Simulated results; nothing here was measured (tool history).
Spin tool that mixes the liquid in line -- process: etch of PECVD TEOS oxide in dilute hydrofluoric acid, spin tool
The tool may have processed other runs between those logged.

run    day  temperature setpoint of the liquid (K)  parts of water to one part of 49 % hydrofluoric acid (parts by volume)  time under the liquid (s)  thickness taken off the PECVD TEOS oxide on a monitor wafer (Å)
  1  0.000                                  298.15                                                                      50                         60                                                          143.840
  2  0.346                                  298.15                                                                      50                         45                                                          106.530
  3  0.467                                  298.15                                                                      50                         45                                                          108.020
  4  0.817                                  298.15                                                                      65                         45                                                           80.638
  5  1.192                                  299.65                                                                      65                         45                                                           86.076
  6  1.558                                  299.65                                                                      65                         45                                                           84.368
  7  1.929                                  299.65                                                                      65                         45                                                           85.483

Expected results for the next run?
  8  2.129                                  300.65                                                                      65                         45                                                                ?

For run 8 the tool returned thickness taken off the PECVD TEOS oxide on a monitor wafer (Å) 89.597.

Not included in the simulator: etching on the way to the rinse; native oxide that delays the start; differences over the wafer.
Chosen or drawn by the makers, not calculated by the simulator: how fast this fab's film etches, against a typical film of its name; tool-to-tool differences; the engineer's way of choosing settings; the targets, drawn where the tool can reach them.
